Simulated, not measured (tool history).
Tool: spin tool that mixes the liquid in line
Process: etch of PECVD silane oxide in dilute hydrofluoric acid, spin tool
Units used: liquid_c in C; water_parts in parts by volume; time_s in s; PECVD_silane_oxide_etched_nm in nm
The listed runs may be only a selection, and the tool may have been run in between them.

run  hour  liquid_c  water_parts  time_s  PECVD_silane_oxide_etched_nm
  1   0.0        23          185      15                        1.7354
  2   8.9        23          145      15                        2.2904
  3  10.0        23          145      15                        2.3049
  4  18.5        22          155      15                        2.0242
  5  22.5        22           95      15                        3.5401
  6  25.5        22          135      15                        2.3844

Expected results for the next run?
  7  26.6        21          145      15                             ?

Run 7 measured PECVD_silane_oxide_etched_nm 2.1245 nm.
